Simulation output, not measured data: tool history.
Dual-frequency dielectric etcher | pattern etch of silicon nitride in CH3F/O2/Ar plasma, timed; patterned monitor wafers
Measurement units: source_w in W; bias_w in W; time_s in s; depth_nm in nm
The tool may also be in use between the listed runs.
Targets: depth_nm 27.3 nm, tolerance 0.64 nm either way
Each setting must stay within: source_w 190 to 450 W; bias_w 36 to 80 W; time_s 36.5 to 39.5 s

Run 1, day 0: source_w 320 W, bias_w 58 W, time_s 39.5 s. Result: depth_nm 22.188 nm.
Run 2, day 0.254: source_w 320 W, bias_w 58 W, time_s 36.5 s. Result: depth_nm 20.741 nm.
Run 3, day 0.612: source_w 320 W, bias_w 63 W, time_s 36.5 s. Result: depth_nm 21.464 nm.
Run 4, day 0.854: source_w 340 W, bias_w 66 W, time_s 37 s. Result: depth_nm 22.74 nm.
Run 5, day 1: source_w 300 W, bias_w 66 W, time_s 37 s. Result: depth_nm 21.564 nm.
Run 6, day 1.088: source_w 320 W, bias_w 68 W, time_s 37 s. Result: depth_nm 22.553 nm.
Run 7, day 1.342: source_w 340 W, bias_w 69 W, time_s 37 s. Result: depth_nm 23.314 nm.
Run 8, day 1.608: source_w 360 W, bias_w 70 W, time_s 37 s. Result: depth_nm 23.856 nm.
Run 9, day 1.804: source_w 360 W, bias_w 70 W, time_s 37 s. Result: depth_nm 23.936 nm.

Consider the 5 candidate settings below. Which is the only one whose results all fall within their allowed miss of target?
Run A, day 2: source_w 250 W, bias_w 59 W, time_s 39.5 s. Result: depth_nm ?.
Run B, day 2: source_w 340 W, bias_w 55 W, time_s 36.5 s. Result: depth_nm ?.
Run C, day 2: source_w 400 W, bias_w 74 W, time_s 38 s. Result: depth_nm ?.
Run D, day 2: source_w 400 W, bias_w 74 W, time_s 39.5 s. Result: depth_nm ?.
Run E, day 2: source_w 390 W, bias_w 69 W, time_s 39.5 s. Result: depth_nm ?.

move  depth_nm
   A    20.637
   B      20.4
   C    26.076
   D    27.105
   E    25.961
A: further off than the last run
B: further off than the last run
C: an improvement on the last run, though not all results are within tolerance
D: meets every target
E: an improvement on the last run, though not all results are within tolerance
The right move is D.

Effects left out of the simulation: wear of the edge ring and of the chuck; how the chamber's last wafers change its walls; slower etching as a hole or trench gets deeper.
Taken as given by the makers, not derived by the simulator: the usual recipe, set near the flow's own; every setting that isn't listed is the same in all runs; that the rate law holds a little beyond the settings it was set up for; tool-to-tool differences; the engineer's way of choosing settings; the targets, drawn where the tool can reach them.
